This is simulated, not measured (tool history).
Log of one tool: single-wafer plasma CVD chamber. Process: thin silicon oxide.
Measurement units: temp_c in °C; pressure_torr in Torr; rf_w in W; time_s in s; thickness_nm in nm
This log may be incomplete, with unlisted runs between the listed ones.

run 1 hour=0 | temp_c=380 pressure_torr=0.963 rf_w=320 time_s=9.14 | thickness_nm=17.878
run 2 hour=7.9 | temp_c=380 pressure_torr=0.963 rf_w=320 time_s=9.42 | thickness_nm=18.318
run 3 hour=13.3 | temp_c=380 pressure_torr=0.894 rf_w=320 time_s=9.42 | thickness_nm=17.521
run 4 hour=19.9 | temp_c=380 pressure_torr=1.066 rf_w=320 time_s=9.42 | thickness_nm=19.501
run 5 hour=26.2 | temp_c=380 pressure_torr=1.066 rf_w=305 time_s=9.42 | thickness_nm=19.324
run 6 hour=32.3 | temp_c=380 pressure_torr=0.977 rf_w=305 time_s=9.42 | thickness_nm=18.282
run 7 hour=41 | temp_c=380 pressure_torr=0.955 rf_w=305 time_s=9.42 | thickness_nm=18.118
run 8 hour=49.1 | temp_c=380 pressure_torr=0.933 rf_w=305 time_s=9.42 | thickness_nm=17.703
run 9 hour=51.9 | temp_c=380 pressure_torr=0.917 rf_w=305 time_s=9.42 | thickness_nm=17.529

Run 10 has not been measured yet. What should we expect?
-- hour=60.1 RF generator calibrated
run 10 hour=60.1 | temp_c=380 pressure_torr=0.903 rf_w=305 time_s=9.42 | thickness_nm=?

thickness_nm: 17.874 nm

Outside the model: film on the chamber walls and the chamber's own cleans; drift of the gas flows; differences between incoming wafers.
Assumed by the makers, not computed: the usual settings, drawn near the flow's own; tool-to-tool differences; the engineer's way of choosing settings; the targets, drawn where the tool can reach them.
